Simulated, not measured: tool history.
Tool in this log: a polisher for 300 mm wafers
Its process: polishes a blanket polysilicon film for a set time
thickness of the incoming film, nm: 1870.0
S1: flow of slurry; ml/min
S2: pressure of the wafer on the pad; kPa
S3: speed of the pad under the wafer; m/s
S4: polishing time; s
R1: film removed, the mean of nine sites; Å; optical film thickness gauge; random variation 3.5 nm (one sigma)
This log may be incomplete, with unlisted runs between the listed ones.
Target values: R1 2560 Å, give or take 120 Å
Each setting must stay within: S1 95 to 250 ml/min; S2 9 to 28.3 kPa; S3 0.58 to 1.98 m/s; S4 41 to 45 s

{"run": 1, "hour": 0.0, "S1": 160, "S2": 18.6, "S3": 1.28, "S4": 45, "R1": 4056.3}
{"run": 2, "hour": 0.8, "S1": 160, "S2": 18.6, "S3": 1.28, "S4": 45, "R1": 4099}
{"run": 3, "hour": 3.9, "S1": 160, "S2": 18.6, "S3": 1.56, "S4": 45, "R1": 4772.2}
{"run": 4, "hour": 9.4, "S1": 160, "S2": 18.6, "S3": 1.56, "S4": 45, "R1": 4833.5}
{"run": 5, "hour": 18.1, "S1": 160, "S2": 16.5, "S3": 1.52, "S4": 45, "R1": 4174.4}
{"run": 6, "hour": 25.5, "S1": 160, "S2": 14.5, "S3": 1.5, "S4": 45, "R1": 3587.3}
{"run": 7, "hour": 30.4, "S1": 160, "S2": 13.1, "S3": 1.5, "S4": 45, "R1": 3322.5}
{"run": 8, "hour": 32.2, "S1": 160, "S2": 12.4, "S3": 1.5, "S4": 45, "R1": 3157}
{"run": 9, "hour": 33.2, "S1": 160, "S2": 11.7, "S3": 1.5, "S4": 45, "R1": 2992.9}
{"run": 10, "hour": 36.9, "S1": 160, "S2": 11, "S3": 1.5, "S4": 45, "R1": 2844.6}

Exercise: of the 5 proposed moves below, exactly one satisfies all targets within the stated allowed misses. Which move is it?
{"run": "A", "hour": 40.6, "S1": 165, "S2": 9.7, "S3": 1.46, "S4": 42, "R1": "?"}
{"run": "B", "hour": 40.6, "S1": 130, "S2": 11.7, "S3": 1.52, "S4": 45, "R1": "?"}
{"run": "C", "hour": 40.6, "S1": 160, "S2": 12.4, "S3": 1.3, "S4": 41, "R1": "?"}
{"run": "D", "hour": 40.6, "S1": 150, "S2": 9, "S3": 1.62, "S4": 41, "R1": "?"}
{"run": "E", "hour": 40.6, "S1": 145, "S2": 11, "S3": 1.3, "S4": 42, "R1": "?"}

move=A R1=2284.9
move=B R1=2948.5
move=C R1=2558
move=D R1=2245.5
move=E R1=2311.6
A: pushes the last run's worst result past its target
B: further off than the last run
C: each result inside its tolerance
D: pushes the last run's worst result past its target
E: pushes the last run's worst result past its target
The right move is C.
